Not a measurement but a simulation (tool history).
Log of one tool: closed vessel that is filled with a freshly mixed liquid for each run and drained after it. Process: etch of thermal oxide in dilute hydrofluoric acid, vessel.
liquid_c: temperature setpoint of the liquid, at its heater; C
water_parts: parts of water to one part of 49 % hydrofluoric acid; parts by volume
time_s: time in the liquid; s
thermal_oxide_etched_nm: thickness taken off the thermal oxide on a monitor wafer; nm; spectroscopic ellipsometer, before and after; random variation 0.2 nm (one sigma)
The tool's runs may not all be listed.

{"run": 1, "hour": 0.0, "liquid_c": 22.0, "water_parts": 265, "time_s": 630, "thermal_oxide_etched_nm": 7.9976}
{"run": 2, "hour": 0.8, "liquid_c": 22.0, "water_parts": 310, "time_s": 630, "thermal_oxide_etched_nm": 6.5706}
{"run": 3, "hour": 2.2, "liquid_c": 22.0, "water_parts": 310, "time_s": 630, "thermal_oxide_etched_nm": 6.4883}
{"run": 4, "hour": 4.0, "liquid_c": 22.0, "water_parts": 275, "time_s": 630, "thermal_oxide_etched_nm": 7.5759}
{"run": 5, "hour": 8.3, "liquid_c": 22.0, "water_parts": 335, "time_s": 630, "thermal_oxide_etched_nm": 5.8993}
{"run": 6, "hour": 14.5, "liquid_c": 20.5, "water_parts": 335, "time_s": 630, "thermal_oxide_etched_nm": 5.6509}
{"run": 7, "hour": 17.7, "liquid_c": 22.0, "water_parts": 280, "time_s": 635, "thermal_oxide_etched_nm": 7.3997}
{"run": 8, "hour": 21.4, "liquid_c": 23.5, "water_parts": 235, "time_s": 645, "thermal_oxide_etched_nm": 10.131}
{"run": 9, "hour": 22.9, "liquid_c": 24.5, "water_parts": 205, "time_s": 645, "thermal_oxide_etched_nm": 12.189}
{"run": 10, "hour": 28.6, "liquid_c": 25.5, "water_parts": 185, "time_s": 645, "thermal_oxide_etched_nm": 14.556}
{"run": 11, "hour": 35.3, "liquid_c": 26.5, "water_parts": 170, "time_s": 645, "thermal_oxide_etched_nm": 16.746}
{"run": 12, "hour": 41.4, "liquid_c": 27.0, "water_parts": 160, "time_s": 645, "thermal_oxide_etched_nm": 18.029}
{"run": 13, "hour": 44.0, "liquid_c": 30.0, "water_parts": 105, "time_s": 645, "thermal_oxide_etched_nm": 33.04}
{"run": 14, "hour": 46.2, "liquid_c": 29.5, "water_parts": 105, "time_s": 645, "thermal_oxide_etched_nm": 32.692}
{"run": 15, "hour": 49.1, "liquid_c": 29.0, "water_parts": 105, "time_s": 645, "thermal_oxide_etched_nm": 32.148}
{"run": 16, "hour": 51.3, "liquid_c": 28.5, "water_parts": 105, "time_s": 645, "thermal_oxide_etched_nm": 31.391}
{"run": 17, "hour": 56.1, "liquid_c": 27.5, "water_parts": 105, "time_s": 645, "thermal_oxide_etched_nm": 30.233}

Forecast run 18:
{"run": 18, "hour": 60.9, "liquid_c": 26.5, "water_parts": 105, "time_s": 645, "thermal_oxide_etched_nm": "?"}

thermal_oxide_etched_nm: 28.8330 nm

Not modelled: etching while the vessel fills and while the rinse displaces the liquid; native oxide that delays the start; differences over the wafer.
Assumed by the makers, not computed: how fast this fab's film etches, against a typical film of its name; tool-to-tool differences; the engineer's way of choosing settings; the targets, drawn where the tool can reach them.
